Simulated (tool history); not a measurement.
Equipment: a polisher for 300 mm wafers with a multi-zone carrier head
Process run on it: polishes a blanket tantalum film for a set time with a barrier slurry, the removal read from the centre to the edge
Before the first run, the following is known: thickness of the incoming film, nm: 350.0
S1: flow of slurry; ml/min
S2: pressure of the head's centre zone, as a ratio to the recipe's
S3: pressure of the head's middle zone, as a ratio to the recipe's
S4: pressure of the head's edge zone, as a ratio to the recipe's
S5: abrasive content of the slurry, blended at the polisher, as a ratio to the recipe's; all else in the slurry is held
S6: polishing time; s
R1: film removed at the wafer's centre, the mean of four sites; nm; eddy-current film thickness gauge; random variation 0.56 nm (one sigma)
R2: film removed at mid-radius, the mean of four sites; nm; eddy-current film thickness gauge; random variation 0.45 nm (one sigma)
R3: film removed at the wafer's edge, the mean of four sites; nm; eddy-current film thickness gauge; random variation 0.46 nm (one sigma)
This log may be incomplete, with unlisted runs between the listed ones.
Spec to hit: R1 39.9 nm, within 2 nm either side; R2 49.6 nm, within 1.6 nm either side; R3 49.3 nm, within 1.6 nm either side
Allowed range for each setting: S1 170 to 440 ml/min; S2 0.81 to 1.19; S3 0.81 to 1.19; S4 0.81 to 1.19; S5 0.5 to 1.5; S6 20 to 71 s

| run | hour | S1 | S2 | S3 | S4 | S5 | S6 | R1 | R2 | R3 |
|---|---|---|---|---|---|---|---|---|---|---|
| 1 | 0 | 280 | 1 | 1 | 1 | 1 | 45 | 49.982 | 51.077 | 49.923 |
| 2 | 6.7 | 280 | 1 | 0.95 | 1 | 1 | 45 | 50.332 | 50.099 | 50.475 |
| 3 | 14.9 | 280 | 1 | 0.95 | 1.07 | 1 | 45 | 50.345 | 49.299 | 51.159 |
| 4 | 17.5 | 280 | 1 | 0.95 | 1.07 | 0.8 | 45 | 45.086 | 43.795 | 46.001 |
| 5 | 23 | 280 | 1 | 0.95 | 1.07 | 0.95 | 45 | 49.976 | 48.231 | 50.45 |
| 6 | 24.8 | 280 | 1 | 0.95 | 1.07 | 0.95 | 36 | 39.673 | 38.363 | 40.208 |
| 7 | 29.4 | 280 | 0.98 | 0.96 | 1.08 | 1 | 36 | 39.975 | 39.696 | 41.627 |
| 8 | 31 | 280 | 0.96 | 0.98 | 1.09 | 1.05 | 36 | 39.091 | 41.024 | 42.647 |

Which of these 4 next moves meets every target?
| A | 32.6 | 300 | 0.86 | 1.05 | 1.1 | 1.15 | 40 | ? | ? | ? |
| B | 32.6 | 305 | 0.94 | 0.96 | 1.12 | 1.15 | 38 | ? | ? | ? |
| C | 32.6 | 290 | 1.08 | 0.87 | 1.07 | 0.9 | 33 | ? | ? | ? |
| D | 32.6 | 220 | 0.81 | 0.94 | 1.19 | 1.15 | 43 | ? | ? | ? |

| move | R1 | R2 | R3 |
|---|---|---|---|
| A | 40.106 | 49.297 | 48.257 |
| B | 41.717 | 44.116 | 46.331 |
| C | 37.396 | 32.245 | 35.44 |
| D | 39.337 | 47.855 | 52.831 |
A: hits every target within its allowed miss
B: better than the last run, though not everything is in spec
C: misses by more than the last run did
D: better than the last run, though not everything is in spec
So the answer is move A, the one that meets all the targets.
